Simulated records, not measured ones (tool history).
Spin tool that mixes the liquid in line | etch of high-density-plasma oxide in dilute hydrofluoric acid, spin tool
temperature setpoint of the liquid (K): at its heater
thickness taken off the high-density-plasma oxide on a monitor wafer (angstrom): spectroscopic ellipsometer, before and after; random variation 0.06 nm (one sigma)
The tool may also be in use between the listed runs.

run    day  temperature setpoint of the liquid (K)  parts of water to one part of 49 % hydrofluoric acid (parts by volume)  time under the liquid (s)  thickness taken off the high-density-plasma oxide on a monitor wafer (angstrom)
  1  0.000                                  298.15                                                                      70                        170                                                                           173.55
  2  0.300                                  298.15                                                                      70                        170                                                                           173.89
  3  0.496                                  300.65                                                                      70                        170                                                                           192.14
  4  0.650                                  300.65                                                                      70                        185                                                                           211.04
  5  0.750                                  300.65                                                                      70                        185                                                                           210.00
  6  0.833                                  297.65                                                                      70                        185                                                                           186.66
  7  0.979                                  297.65                                                                      70                        185                                                                           184.35
     1.221  -- hydrofluoric acid flow meter replaced
  8  1.221                                  295.65                                                                      70                        185                                                                           189.75

Run 9 comes next. What will it give?
  9  1.550                                  295.65                                                                      90                        185                                                                                ?

Run 9 gave thickness taken off the high-density-plasma oxide on a monitor wafer (angstrom) 145.19.

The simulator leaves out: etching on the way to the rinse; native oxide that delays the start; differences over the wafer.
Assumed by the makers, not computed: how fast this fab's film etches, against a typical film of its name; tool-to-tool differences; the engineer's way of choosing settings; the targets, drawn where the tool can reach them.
